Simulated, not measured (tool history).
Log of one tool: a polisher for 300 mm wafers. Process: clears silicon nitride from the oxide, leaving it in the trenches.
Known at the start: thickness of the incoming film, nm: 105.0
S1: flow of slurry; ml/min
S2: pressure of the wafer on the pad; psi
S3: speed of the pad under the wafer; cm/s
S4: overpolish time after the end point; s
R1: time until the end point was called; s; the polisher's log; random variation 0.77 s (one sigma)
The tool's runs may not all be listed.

run,hour,S1,S2,S3,S4,R1
1,0,195,2.9,96,22,128.42
2,1.9,195,2.9,96,24,124.92
3,6,215,2.9,96,24,122.96
4,10.2,215,3.2,96,24,116.02
5,12.2,215,3.2,96,24,116.47
6,15.5,215,3.2,96,22,117.87
7,23.9,215,3.5,98,22,106.01
8,27.2,215,3.7,98,22,101.05
9,30.6,215,3.9,98,22,97.31
10,34.3,215,4,100,22,94.207
11,41.9,220,4.1,100,22,91.591
12,45,220,4.2,102,22,87.07
13,53.2,220,4.3,102,22,84.925

Run 14 comes next. What will it give?
14,61.9,225,4.4,102,22,?

Run 14 gave R1 85.607 s.
